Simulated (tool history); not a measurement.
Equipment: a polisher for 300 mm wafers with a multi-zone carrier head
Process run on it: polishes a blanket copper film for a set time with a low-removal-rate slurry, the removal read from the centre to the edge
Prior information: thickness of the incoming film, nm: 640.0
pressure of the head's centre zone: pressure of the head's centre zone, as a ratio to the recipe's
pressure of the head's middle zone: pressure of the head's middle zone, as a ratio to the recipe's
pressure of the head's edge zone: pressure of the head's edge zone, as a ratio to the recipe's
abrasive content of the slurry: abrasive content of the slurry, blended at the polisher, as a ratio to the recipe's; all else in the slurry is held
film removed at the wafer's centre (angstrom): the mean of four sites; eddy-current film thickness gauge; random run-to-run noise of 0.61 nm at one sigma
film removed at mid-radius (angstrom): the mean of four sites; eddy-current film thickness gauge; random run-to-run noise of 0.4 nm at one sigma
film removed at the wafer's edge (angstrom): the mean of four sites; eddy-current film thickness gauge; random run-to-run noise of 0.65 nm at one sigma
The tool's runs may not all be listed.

run,day,flow of slurry (ml/min),pressure of the head's centre zone,pressure of the head's middle zone,pressure of the head's edge zone,abrasive content of the slurry,polishing time (s),film removed at the wafer's centre (angstrom),film removed at mid-radius (angstrom),film removed at the wafer's edge (angstrom)
1,0.000,215,1.00,1.00,1.00,1.0,30,645.18,638.14,619.06
2,0.342,215,1.00,1.00,0.94,1.0,30,644.68,636.44,585.71
3,0.612,220,1.01,0.99,0.96,1.0,30,648.23,636.72,601.22
4,0.662,220,0.94,0.99,0.96,1.0,30,604.23,634.34,593.86
5,0.842,230,0.95,0.98,0.97,1.0,30,605.10,636.82,608.14
6,1.200,230,0.95,0.98,0.97,0.9,30,602.07,624.99,590.70
7,1.450,235,0.96,0.97,0.98,0.9,30,597.10,609.64,599.90
8,1.654,240,0.98,0.97,0.99,0.9,30,617.05,613.61,593.33
9,1.925,240,0.99,0.97,1.01,0.9,30,628.52,614.87,619.16
10,2.054,245,1.00,0.97,1.02,0.9,30,632.98,609.60,612.30
11,2.112,245,1.01,0.97,1.03,0.9,30,634.93,616.47,607.83

Run 12 has not been measured yet. What should we expect?
12,2.325,245,1.02,0.97,1.05,0.9,30,?,?,?

Logged for run 12: film removed at the wafer's centre (angstrom) 655.33, film removed at mid-radius (angstrom) 614.35, film removed at the wafer's edge (angstrom) 627.22.
